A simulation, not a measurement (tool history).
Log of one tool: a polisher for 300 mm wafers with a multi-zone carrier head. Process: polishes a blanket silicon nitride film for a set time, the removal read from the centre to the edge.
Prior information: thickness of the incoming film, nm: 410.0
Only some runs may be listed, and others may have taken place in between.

| run | hour | flow of slurry (ml/min) | pressure of the head's centre zone | pressure of the head's middle zone | pressure of the head's edge zone | polishing time (s) | film removed at the wafer's centre (Å) | film removed at mid-radius (Å) | film removed at the wafer's edge (Å) |
|---|---|---|---|---|---|---|---|---|---|
| 1 | 0 | 140 | 1 | 1 | 1 | 50 | 836.17 | 819.39 | 818.2 |
| 2 | 7.2 | 150 | 1 | 1 | 1 | 50 | 838.94 | 822.38 | 827.18 |
| 3 | 10.1 | 150 | 1 | 1.08 | 1 | 50 | 853.45 | 871.6 | 816.44 |
| 4 | 18 | 150 | 1 | 1.08 | 1 | 42 | 714.94 | 754.67 | 699.1 |
| 5 | 26.5 | 145 | 0.98 | 1.08 | 1.02 | 42 | 687.58 | 745.99 | 703.11 |
| 6 | 32.7 | 180 | 0.98 | 1.08 | 1.02 | 42 | 711.27 | 753.36 | 714.59 |
| 7 | 34.7 | 175 | 0.97 | 1.08 | 1.03 | 42 | 699.6 | 763.66 | 720.88 |

Run 8 has not been measured yet. What should we expect?
| 8 | 36.1 | 170 | 0.96 | 1.08 | 1.04 | 42 | ? | ? | ? |

Logged for run 8: film removed at the wafer's centre (Å) 696.35, film removed at mid-radius (Å) 758.39, film removed at the wafer's edge (Å) 711.29.
